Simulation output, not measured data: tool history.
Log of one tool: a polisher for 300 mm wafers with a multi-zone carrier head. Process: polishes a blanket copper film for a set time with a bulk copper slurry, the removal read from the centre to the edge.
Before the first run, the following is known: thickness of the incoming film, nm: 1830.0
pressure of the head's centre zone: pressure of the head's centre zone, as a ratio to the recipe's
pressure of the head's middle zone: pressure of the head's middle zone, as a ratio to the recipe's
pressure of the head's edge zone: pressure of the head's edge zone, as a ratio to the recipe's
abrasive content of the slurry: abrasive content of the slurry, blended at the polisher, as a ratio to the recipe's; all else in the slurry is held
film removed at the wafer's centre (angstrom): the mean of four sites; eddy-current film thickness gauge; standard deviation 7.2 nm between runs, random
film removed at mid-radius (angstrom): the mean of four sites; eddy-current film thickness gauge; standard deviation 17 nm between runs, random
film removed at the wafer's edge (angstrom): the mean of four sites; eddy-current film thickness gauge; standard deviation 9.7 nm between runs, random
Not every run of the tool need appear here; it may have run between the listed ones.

run,hour,flow of slurry (ml/min),pressure of the head's centre zone,pressure of the head's middle zone,pressure of the head's edge zone,abrasive content of the slurry,polishing time (s),film removed at the wafer's centre (angstrom),film removed at mid-radius (angstrom),film removed at the wafer's edge (angstrom)
1,0.0,315,1.00,1.00,1.00,1.00,72,7686.8,7669.9,7830.1
2,7.2,345,1.00,1.00,1.00,1.00,72,7731.2,7893.6,7867.0
3,9.4,370,1.00,1.05,1.04,1.15,75,8333.7,9185.7,8591.7
4,11.5,370,1.00,1.07,1.07,1.25,78,8760.7,9627.8,9219.3
5,18.1,390,1.00,1.10,1.09,1.30,80,9145.2,10113.0,9635.8
6,25.4,400,0.98,1.13,1.08,1.35,83,9541.1,10906.0,10095.0
7,27.5,410,0.96,1.15,1.07,1.40,85,9803.2,11575.0,10323.0
8,36.1,410,0.95,1.16,1.07,1.45,86,9880.4,11892.0,10527.0
9,40.9,410,0.94,1.17,1.07,1.45,87,9819.4,12127.0,10789.0

Estimate the outcome of run 10 from the log above:
10,46.6,415,0.94,1.18,1.06,1.45,88,?,?,?

{"run 10": {"film removed at the wafer's centre (angstrom)": 9952.9, "film removed at mid-radius (angstrom)": 12534.0, "film removed at the wafer's edge (angstrom)": 10776.0}}

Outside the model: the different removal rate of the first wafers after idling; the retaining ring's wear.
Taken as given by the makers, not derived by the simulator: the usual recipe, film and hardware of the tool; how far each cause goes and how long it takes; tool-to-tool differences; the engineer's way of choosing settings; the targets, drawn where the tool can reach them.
